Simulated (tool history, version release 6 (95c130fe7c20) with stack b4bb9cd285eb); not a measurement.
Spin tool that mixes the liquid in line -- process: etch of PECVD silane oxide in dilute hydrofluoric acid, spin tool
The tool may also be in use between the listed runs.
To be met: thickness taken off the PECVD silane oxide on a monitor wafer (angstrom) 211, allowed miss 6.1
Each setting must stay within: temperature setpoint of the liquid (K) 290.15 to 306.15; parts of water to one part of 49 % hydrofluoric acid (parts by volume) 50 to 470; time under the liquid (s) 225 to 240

run,hour,temperature setpoint of the liquid (K),parts of water to one part of 49 % hydrofluoric acid (parts by volume),time under the liquid (s),thickness taken off the PECVD silane oxide on a monitor wafer (angstrom)
1,0,298.15,260,225,406.39
2,4.3,296.65,275,225,353.35
3,11,295.65,285,225,327.19
4,13.9,295.65,285,225,334.07
5,19.7,293.65,285,225,304.87
6,22.5,293.65,285,240,327.08
7,31.2,293.15,295,240,303.41
8,34.5,290.15,355,240,218.17

Consider the 4 candidate settings below. Which is the only one whose results all fall within their allowed miss of target?
A,37.8,290.65,330,225,?
B,37.8,290.65,335,225,?
C,37.8,290.15,325,225,?
D,37.8,290.15,365,240,?

move,thickness taken off the PECVD silane oxide on a monitor wafer (angstrom)
A,224.03
B,219.78
C,224.2
D,206.18
A: misses by more than the last run did
B: misses by more than the last run did
C: misses by more than the last run did
D: all results in spec
The right move is D.

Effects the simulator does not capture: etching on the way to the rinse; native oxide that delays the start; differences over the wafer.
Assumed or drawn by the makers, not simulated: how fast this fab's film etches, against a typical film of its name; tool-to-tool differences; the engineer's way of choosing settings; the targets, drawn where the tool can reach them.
